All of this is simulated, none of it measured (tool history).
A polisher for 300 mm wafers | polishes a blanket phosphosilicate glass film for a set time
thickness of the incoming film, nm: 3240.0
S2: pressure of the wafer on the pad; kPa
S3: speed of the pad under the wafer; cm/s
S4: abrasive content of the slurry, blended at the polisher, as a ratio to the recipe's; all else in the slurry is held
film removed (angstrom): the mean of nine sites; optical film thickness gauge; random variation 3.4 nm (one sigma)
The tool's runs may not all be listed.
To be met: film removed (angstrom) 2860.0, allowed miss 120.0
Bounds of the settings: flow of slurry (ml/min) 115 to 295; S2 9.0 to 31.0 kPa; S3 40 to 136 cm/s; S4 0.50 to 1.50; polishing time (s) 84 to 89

{"run": 1, "hour": 0.0, "flow of slurry (ml/min)": 190, "S2": 20.0, "S3": 88, "S4": 1.0, "polishing time (s)": 84, "film removed (angstrom)": 4901.8}
{"run": 2, "hour": 4.6, "flow of slurry (ml/min)": 190, "S2": 20.0, "S3": 108, "S4": 1.0, "polishing time (s)": 84, "film removed (angstrom)": 5694.5}
{"run": 3, "hour": 5.5, "flow of slurry (ml/min)": 190, "S2": 18.6, "S3": 106, "S4": 1.0, "polishing time (s)": 84, "film removed (angstrom)": 5394.8}
{"run": 4, "hour": 9.2, "flow of slurry (ml/min)": 190, "S2": 18.6, "S3": 106, "S4": 0.85, "polishing time (s)": 84, "film removed (angstrom)": 5036.1}
{"run": 5, "hour": 17.6, "flow of slurry (ml/min)": 190, "S2": 14.5, "S3": 106, "S4": 0.85, "polishing time (s)": 84, "film removed (angstrom)": 4016.1}
{"run": 6, "hour": 21.0, "flow of slurry (ml/min)": 190, "S2": 14.5, "S3": 106, "S4": 0.7, "polishing time (s)": 84, "film removed (angstrom)": 3786.5}
{"run": 7, "hour": 27.1, "flow of slurry (ml/min)": 190, "S2": 13.8, "S3": 106, "S4": 0.7, "polishing time (s)": 84, "film removed (angstrom)": 3588.9}
{"run": 8, "hour": 28.7, "flow of slurry (ml/min)": 190, "S2": 13.1, "S3": 106, "S4": 0.7, "polishing time (s)": 84, "film removed (angstrom)": 3401.3}
{"run": 9, "hour": 37.6, "flow of slurry (ml/min)": 190, "S2": 11.7, "S3": 106, "S4": 0.7, "polishing time (s)": 84, "film removed (angstrom)": 3254.4}

Which of these 4 next moves meets every target?
{"run": "A", "hour": 46.5, "flow of slurry (ml/min)": 200, "S2": 14.5, "S3": 110, "S4": 0.75, "polishing time (s)": 84, "film removed (angstrom)": "?"}
{"run": "B", "hour": 46.5, "flow of slurry (ml/min)": 180, "S2": 12.4, "S3": 108, "S4": 0.9, "polishing time (s)": 89, "film removed (angstrom)": "?"}
{"run": "C", "hour": 46.5, "flow of slurry (ml/min)": 230, "S2": 11.7, "S3": 116, "S4": 0.65, "polishing time (s)": 89, "film removed (angstrom)": "?"}
{"run": "D", "hour": 46.5, "flow of slurry (ml/min)": 205, "S2": 11.7, "S3": 92, "S4": 0.7, "polishing time (s)": 84, "film removed (angstrom)": "?"}

move=A film_removed_(angstrom)=4061.0
move=B film_removed_(angstrom)=3924.9
move=C film_removed_(angstrom)=3669.4
move=D film_removed_(angstrom)=2921.8
A: further off than the last run
B: further off than the last run
C: further off than the last run
D: meets every target
Answer: D
